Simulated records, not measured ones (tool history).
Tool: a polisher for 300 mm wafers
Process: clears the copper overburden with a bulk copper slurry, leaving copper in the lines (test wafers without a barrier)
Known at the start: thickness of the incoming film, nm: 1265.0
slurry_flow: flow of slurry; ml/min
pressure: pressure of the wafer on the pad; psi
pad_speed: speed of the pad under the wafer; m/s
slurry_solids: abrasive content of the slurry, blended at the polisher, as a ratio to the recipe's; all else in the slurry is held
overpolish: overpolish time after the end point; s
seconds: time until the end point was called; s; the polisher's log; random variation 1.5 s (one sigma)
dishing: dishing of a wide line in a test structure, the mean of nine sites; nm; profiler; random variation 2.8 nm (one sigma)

run  hour  slurry_flow  pressure  pad_speed  slurry_solids  overpolish  seconds  dishing
  1     0          305         3       1.34              1          14   117.05   83.621
  2   4.2          305         3       1.34           1.15          14   114.69   84.111
  3   9.7          305         3       1.34           1.15          11   114.63   69.433
  4  18.6          305       3.6       1.34           1.15          11   94.487   84.501
  5  20.9          305       3.6        1.1           1.15          11   113.79   74.285
  6  24.3          305       3.6        1.1            1.1          11   115.13    70.24
  7  28.9          305       3.8        1.1            1.1          12   112.03   79.791
  8  34.2          305       3.9       1.12            1.1          12   108.41   82.566
  9  40.7          305         4       1.14            1.1          12   101.85   82.774

Run 10 comes next. What will it give?
 10  44.3          305         4       1.14            1.1          12        ?        ?

seconds: 100.09 s
dishing: 86.089 nm

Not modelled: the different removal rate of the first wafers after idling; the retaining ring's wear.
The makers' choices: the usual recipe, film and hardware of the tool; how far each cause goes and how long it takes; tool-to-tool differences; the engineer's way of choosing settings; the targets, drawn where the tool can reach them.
